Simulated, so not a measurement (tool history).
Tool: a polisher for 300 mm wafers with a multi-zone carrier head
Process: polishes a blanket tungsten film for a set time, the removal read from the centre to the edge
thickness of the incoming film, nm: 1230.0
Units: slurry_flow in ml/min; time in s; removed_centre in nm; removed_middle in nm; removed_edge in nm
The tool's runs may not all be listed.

Run 1, hour 0.0: slurry_flow 270 ml/min, centre_zone 1.00, middle_zone 1.00, edge_zone 1.00, slurry_solids 1.00, time 78 s. Result: removed_centre 430.99 nm, removed_middle 425.09 nm, removed_edge 449.96 nm.
Run 2, hour 8.3: slurry_flow 265 ml/min, centre_zone 1.01, middle_zone 0.97, edge_zone 1.00, slurry_solids 1.00, time 78 s. Result: removed_centre 438.44 nm, removed_middle 417.13 nm, removed_edge 447.81 nm.
Run 3, hour 11.2: slurry_flow 260 ml/min, centre_zone 1.01, middle_zone 0.94, edge_zone 1.01, slurry_solids 1.00, time 78 s. Result: removed_centre 427.45 nm, removed_middle 402.49 nm, removed_edge 438.92 nm.
Run 4, hour 18.6: slurry_flow 260 ml/min, centre_zone 1.02, middle_zone 0.92, edge_zone 1.03, slurry_solids 1.00, time 78 s. Result: removed_centre 446.34 nm, removed_middle 402.65 nm, removed_edge 447.17 nm.
Run 5, hour 25.1: slurry_flow 260 ml/min, centre_zone 1.05, middle_zone 0.92, edge_zone 1.03, slurry_solids 1.00, time 78 s. Result: removed_centre 455.62 nm, removed_middle 393.45 nm, removed_edge 446.04 nm.
Run 6, hour 25.7: slurry_flow 260 ml/min, centre_zone 1.05, middle_zone 0.92, edge_zone 1.03, slurry_solids 1.00, time 62 s. Result: removed_centre 351.22 nm, removed_middle 321.04 nm, removed_edge 356.60 nm.
Run 7, hour 33.2: slurry_flow 265 ml/min, centre_zone 1.06, middle_zone 0.91, edge_zone 1.06, slurry_solids 1.05, time 63 s. Result: removed_centre 373.94 nm, removed_middle 320.14 nm, removed_edge 378.30 nm.
Run 8, hour 36.4: slurry_flow 270 ml/min, centre_zone 1.07, middle_zone 0.93, edge_zone 1.07, slurry_solids 1.10, time 63 s. Result: removed_centre 387.64 nm, removed_middle 325.33 nm, removed_edge 379.85 nm.
Run 9, hour 45.3: slurry_flow 275 ml/min, centre_zone 1.06, middle_zone 0.94, edge_zone 1.09, slurry_solids 1.15, time 63 s. Result: removed_centre 386.57 nm, removed_middle 341.21 nm, removed_edge 385.27 nm.

Run 10 comes next. What will it give?
Run 10, hour 48.2: slurry_flow 275 ml/min, centre_zone 1.06, middle_zone 0.94, edge_zone 1.09, slurry_solids 1.15, time 63 s. Result: removed_centre ?, removed_middle ?, removed_edge ?.

removed_centre: 389.80 nm
removed_middle: 341.10 nm
removed_edge: 391.23 nm
